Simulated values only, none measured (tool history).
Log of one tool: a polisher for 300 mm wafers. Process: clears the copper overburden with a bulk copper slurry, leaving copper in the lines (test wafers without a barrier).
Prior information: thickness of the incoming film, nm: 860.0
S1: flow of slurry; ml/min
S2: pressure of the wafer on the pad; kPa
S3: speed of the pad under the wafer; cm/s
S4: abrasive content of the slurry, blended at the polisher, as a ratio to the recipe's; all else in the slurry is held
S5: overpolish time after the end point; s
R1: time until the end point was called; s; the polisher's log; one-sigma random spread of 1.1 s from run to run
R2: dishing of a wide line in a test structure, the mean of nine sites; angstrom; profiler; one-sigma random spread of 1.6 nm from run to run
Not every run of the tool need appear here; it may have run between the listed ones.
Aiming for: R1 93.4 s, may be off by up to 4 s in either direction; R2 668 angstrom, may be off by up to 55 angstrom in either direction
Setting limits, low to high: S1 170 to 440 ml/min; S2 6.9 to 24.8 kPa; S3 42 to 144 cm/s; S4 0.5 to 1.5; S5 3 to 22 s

run,hour,S1,S2,S3,S4,S5,R1,R2
1,0,280,15.9,92,1,11,131.2,427.27
2,6.6,280,15.9,92,1,8,129.98,323.33
3,9.4,280,15.9,72,1,8,163.65,276.52
4,17.9,330,15.9,72,1,8,162.32,269.21
5,19.6,330,17.2,74,1,9,143.33,338.25
6,28.5,330,17.2,88,1,9,123.93,376.21
7,29.4,330,17.9,88,1,10,121.08,420.81
8,37.7,330,19.3,88,1,11,111.26,468.85
9,41,330,20,88,1,12,107.72,494.41

Next run, 4 choices. One meets every target within its allowed miss, the rest don't. Which?
A,44.3,345,19.3,102,0.85,18,?,?
B,44.3,355,20.7,104,0.9,16,?,?
C,44.3,335,20,86,1.25,18,?,?
D,44.3,340,17.9,102,0.95,19,?,?

move,R1,R2
A,103.66,671.94
B,94.35,668.52
C,107.22,663.05
D,106.89,674.5
A: nearer the targets than the last run, but a result is still out of spec
B: each result inside its tolerance
C: just as far off the targets as the last run
D: nearer the targets than the last run, but a result is still out of spec
Go with B: it meets all targets.

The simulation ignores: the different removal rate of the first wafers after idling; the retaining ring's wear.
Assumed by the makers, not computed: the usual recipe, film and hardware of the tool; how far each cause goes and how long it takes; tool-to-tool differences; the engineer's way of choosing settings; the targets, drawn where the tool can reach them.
